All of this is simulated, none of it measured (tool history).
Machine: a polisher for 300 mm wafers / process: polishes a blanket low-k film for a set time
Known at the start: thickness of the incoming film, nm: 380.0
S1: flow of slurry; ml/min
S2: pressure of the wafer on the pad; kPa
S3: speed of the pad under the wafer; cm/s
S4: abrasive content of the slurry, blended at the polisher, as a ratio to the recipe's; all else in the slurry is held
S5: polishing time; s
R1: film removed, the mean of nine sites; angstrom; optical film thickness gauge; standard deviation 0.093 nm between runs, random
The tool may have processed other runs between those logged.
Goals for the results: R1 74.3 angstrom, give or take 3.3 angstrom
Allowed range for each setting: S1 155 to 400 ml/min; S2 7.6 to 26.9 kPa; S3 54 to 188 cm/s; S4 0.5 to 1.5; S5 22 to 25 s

run 1 hour=0 | S1=255 S2=17.2 S3=120 S4=1 S5=25 | R1=125.82
run 2 hour=1.5 | S1=195 S2=17.2 S3=120 S4=1 S5=25 | R1=123.89
run 3 hour=9.6 | S1=195 S2=17.2 S3=120 S4=0.9 S5=25 | R1=119.82
run 4 hour=11.8 | S1=195 S2=17.2 S3=90 S4=0.9 S5=25 | R1=101.39
run 5 hour=13.4 | S1=195 S2=15.9 S3=88 S4=0.9 S5=25 | R1=92.911
run 6 hour=16.1 | S1=155 S2=15.9 S3=88 S4=0.9 S5=25 | R1=87.635
run 7 hour=24.2 | S1=155 S2=15.2 S3=88 S4=0.9 S5=25 | R1=84.034
run 8 hour=30.6 | S1=155 S2=15.2 S3=88 S4=0.9 S5=25 | R1=85.17
run 9 hour=33.7 | S1=155 S2=14.5 S3=88 S4=0.9 S5=25 | R1=81.943

Consider the 4 candidate settings below. Which is the only one whose results all fall within their allowed miss of target?
run A hour=36.8 | S1=155 S2=12.4 S3=86 S4=0.85 S5=25 | R1=?
run B hour=36.8 | S1=155 S2=13.8 S3=84 S4=0.95 S5=22 | R1=?
run C hour=36.8 | S1=155 S2=15.9 S3=82 S4=0.8 S5=23 | R1=?
run D hour=36.8 | S1=155 S2=13.8 S3=88 S4=0.85 S5=23 | R1=?

move=A R1=67.15
move=B R1=66.683
move=C R1=74.776
move=D R1=69.272
A: takes the result that was furthest off past its target
B: takes the result that was furthest off past its target
C: meets every target
D: takes the result that was furthest off past its target
Correct choice: C, which meets every target
